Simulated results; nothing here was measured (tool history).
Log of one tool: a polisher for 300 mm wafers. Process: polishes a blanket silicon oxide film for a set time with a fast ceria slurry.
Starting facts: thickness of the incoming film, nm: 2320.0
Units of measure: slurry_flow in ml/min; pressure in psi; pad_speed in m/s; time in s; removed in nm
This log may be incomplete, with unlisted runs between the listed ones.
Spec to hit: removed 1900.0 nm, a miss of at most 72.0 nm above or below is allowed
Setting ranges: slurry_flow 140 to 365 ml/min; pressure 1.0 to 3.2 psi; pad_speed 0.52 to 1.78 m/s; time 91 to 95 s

| run | day | slurry_flow | pressure | pad_speed | time | removed |
|---|---|---|---|---|---|---|
| 1 | 0.000 | 235 | 2.1 | 1.14 | 91 | 1109.1 |
| 2 | 0.108 | 235 | 2.6 | 1.14 | 91 | 1365.0 |
| 3 | 0.362 | 235 | 2.6 | 1.14 | 95 | 1442.4 |
| 4 | 0.546 | 235 | 2.7 | 1.14 | 95 | 1482.4 |
| 5 | 0.738 | 235 | 2.8 | 1.14 | 95 | 1523.9 |
| 6 | 0.808 | 235 | 2.9 | 1.16 | 95 | 1590.5 |
| 7 | 1.162 | 235 | 2.9 | 1.18 | 95 | 1619.7 |
| 8 | 1.454 | 235 | 2.9 | 1.20 | 95 | 1669.2 |
| 9 | 1.617 | 235 | 3.1 | 1.22 | 95 | 1828.5 |

5 next moves are on the table. One of them brings every result within its allowed miss. Which?
| A | 1.779 | 205 | 2.8 | 1.36 | 91 | ? |
| B | 1.779 | 255 | 2.9 | 1.26 | 91 | ? |
| C | 1.779 | 235 | 3.1 | 1.24 | 91 | ? |
| D | 1.779 | 140 | 2.9 | 1.36 | 91 | ? |
| E | 1.779 | 245 | 3.2 | 1.30 | 91 | ? |

| move | removed |
|---|---|
| A | 1731.6 |
| B | 1695.0 |
| C | 1769.3 |
| D | 1728.0 |
| E | 1917.8 |
A: further off than the last run
B: further off than the last run
C: further off than the last run
D: further off than the last run
E: hits every target within its allowed miss
E meets every target.
